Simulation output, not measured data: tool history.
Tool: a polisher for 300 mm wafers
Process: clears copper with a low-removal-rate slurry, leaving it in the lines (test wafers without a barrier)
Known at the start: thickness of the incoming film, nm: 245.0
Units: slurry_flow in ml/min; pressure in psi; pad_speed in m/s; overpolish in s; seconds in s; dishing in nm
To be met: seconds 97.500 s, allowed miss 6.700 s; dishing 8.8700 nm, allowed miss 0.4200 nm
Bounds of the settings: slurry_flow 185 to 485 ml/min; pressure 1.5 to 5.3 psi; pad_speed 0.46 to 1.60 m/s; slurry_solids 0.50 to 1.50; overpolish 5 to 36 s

{"run": 1, "hour": 0.0, "slurry_flow": 310, "pressure": 3.4, "pad_speed": 1.02, "slurry_solids": 1.0, "overpolish": 18, "seconds": 79.193, "dishing": 27.304}
{"run": 2, "hour": 6.1, "slurry_flow": 310, "pressure": 3.2, "pad_speed": 1.02, "slurry_solids": 1.0, "overpolish": 17, "seconds": 81.525, "dishing": 25.575}
{"run": 3, "hour": 12.9, "slurry_flow": 310, "pressure": 3.0, "pad_speed": 1.0, "slurry_solids": 1.0, "overpolish": 16, "seconds": 88.942, "dishing": 23.276}
{"run": 4, "hour": 20.5, "slurry_flow": 320, "pressure": 2.8, "pad_speed": 0.98, "slurry_solids": 1.05, "overpolish": 15, "seconds": 97.283, "dishing": 22.053}
{"run": 5, "hour": 24.3, "slurry_flow": 320, "pressure": 2.5, "pad_speed": 0.98, "slurry_solids": 1.05, "overpolish": 15, "seconds": 105.45, "dishing": 19.776}
{"run": 6, "hour": 31.3, "slurry_flow": 305, "pressure": 2.4, "pad_speed": 1.0, "slurry_solids": 1.0, "overpolish": 14, "seconds": 115.9, "dishing": 18.619}
{"run": 7, "hour": 32.2, "slurry_flow": 325, "pressure": 2.3, "pad_speed": 0.98, "slurry_solids": 1.05, "overpolish": 13, "seconds": 112.75, "dishing": 16.604}
{"run": 8, "hour": 35.8, "slurry_flow": 340, "pressure": 2.2, "pad_speed": 0.98, "slurry_solids": 1.1, "overpolish": 12, "seconds": 116.43, "dishing": 15.671}
{"run": 9, "hour": 40.3, "slurry_flow": 355, "pressure": 2.1, "pad_speed": 1.0, "slurry_solids": 1.15, "overpolish": 11, "seconds": 114.69, "dishing": 14.479}

Which of these 5 next moves meets every target?
{"run": "A", "hour": 44.8, "slurry_flow": 380, "pressure": 2.6, "pad_speed": 1.1, "slurry_solids": 0.75, "overpolish": 23, "seconds": "?", "dishing": "?"}
{"run": "B", "hour": 44.8, "slurry_flow": 240, "pressure": 2.7, "pad_speed": 0.76, "slurry_solids": 1.05, "overpolish": 28, "seconds": "?", "dishing": "?"}
{"run": "C", "hour": 44.8, "slurry_flow": 235, "pressure": 3.4, "pad_speed": 0.64, "slurry_solids": 0.85, "overpolish": 32, "seconds": "?", "dishing": "?"}
{"run": "D", "hour": 44.8, "slurry_flow": 445, "pressure": 3.0, "pad_speed": 0.72, "slurry_solids": 1.3, "overpolish": 5, "seconds": "?", "dishing": "?"}
{"run": "E", "hour": 44.8, "slurry_flow": 405, "pressure": 2.0, "pad_speed": 0.92, "slurry_solids": 1.15, "overpolish": 5, "seconds": "?", "dishing": "?"}

move=A seconds=107.440 dishing=26.0730
move=B seconds=122.460 dishing=27.0820
move=C seconds=115.180 dishing=30.3080
move=D seconds=101.220 dishing=8.8122
move=E seconds=134.900 dishing=6.7729
A: further off than the last run
B: further off than the last run
C: further off than the last run
D: meets every target
E: takes the result that was furthest off past its target
Answer: D
